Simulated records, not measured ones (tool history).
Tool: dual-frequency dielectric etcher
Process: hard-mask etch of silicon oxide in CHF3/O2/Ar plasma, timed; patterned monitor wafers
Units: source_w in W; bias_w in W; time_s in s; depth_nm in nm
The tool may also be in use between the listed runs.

run	hour	source_w	bias_w	time_s	depth_nm
1	0	740	203	15.5	36.114
2	2.8	710	201	15.5	35.196
3	9.6	690	200	15.5	34.86
4	11.5	820	200	15.5	36.724
5	19	870	200	15.5	38.475
6	23	820	197	15.5	37.196
7	29.4	780	194	15.5	35.485
8	35.9	780	194	15.5	35.987
9	40.9	750	192	15.5	35.651
10	42.1	720	189	15.5	34.441
11	43.7	700	188	15.5	33.426
12	46.5	690	188	15.5	33.762

The next listed run, before its measurement:
13	48.6	590	179	15.5	?

depth_nm: 30.22 nm
